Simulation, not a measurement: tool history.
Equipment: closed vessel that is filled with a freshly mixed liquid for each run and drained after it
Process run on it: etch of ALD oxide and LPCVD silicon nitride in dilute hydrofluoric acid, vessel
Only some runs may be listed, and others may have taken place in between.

run,day,temperature setpoint of the liquid (C),parts of water to one part of 49 % hydrofluoric acid (parts by volume),time in the liquid (s),thickness taken off the ALD oxide on a monitor wafer (angstrom),thickness taken off the LPCVD silicon nitride on a monitor wafer (angstrom)
1,0.000,24.0,105,60,118.32,2.2172
2,0.188,25.5,90,65,162.63,3.4537
3,0.317,26.5,75,70,222.37,4.8120
4,0.425,27.5,65,70,268.17,5.9909
5,0.596,27.5,80,70,214.27,6.0173
6,0.846,28.0,70,70,251.83,6.0493
7,1.212,32.0,30,75,783.25,17.0160
8,1.350,31.0,30,75,762.61,19.1790
9,1.692,29.5,30,75,713.94,18.6400
10,1.992,28.0,30,75,674.01,14.3000
11,2.050,27.0,30,75,645.43,13.2160
12,2.212,27.0,30,75,657.24,14.8030
13,2.262,25.5,30,75,602.75,14.0220

Forecast run 14:
14,2.529,24.5,30,75,?,?

{"run 14": {"thickness taken off the ALD oxide on a monitor wafer (angstrom)": 583.38, "thickness taken off the LPCVD silicon nitride on a monitor wafer (angstrom)": 12.524}}

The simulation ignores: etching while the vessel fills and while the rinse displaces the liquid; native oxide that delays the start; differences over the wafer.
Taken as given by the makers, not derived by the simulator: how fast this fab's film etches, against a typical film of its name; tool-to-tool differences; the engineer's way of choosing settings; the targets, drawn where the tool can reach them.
